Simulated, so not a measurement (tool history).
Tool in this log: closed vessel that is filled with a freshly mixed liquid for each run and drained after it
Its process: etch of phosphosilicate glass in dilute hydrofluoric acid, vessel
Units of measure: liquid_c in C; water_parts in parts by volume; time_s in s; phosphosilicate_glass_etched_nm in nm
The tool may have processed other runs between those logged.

run	day	liquid_c	water_parts	time_s	phosphosilicate_glass_etched_nm
1	0	21	245	60	16.345
2	0.117	20.5	245	60	15.989
3	0.492	20	245	60	15.662
4	0.558	20	215	60	18.34
5	0.746	19.5	220	60	17.546
6	1.121	19	225	60	16.736
7	1.408	18.5	230	60	15.958

Estimate the outcome of run 8 from the log above:
8	1.75	18	235	60	?

phosphosilicate_glass_etched_nm: 15.278 nm
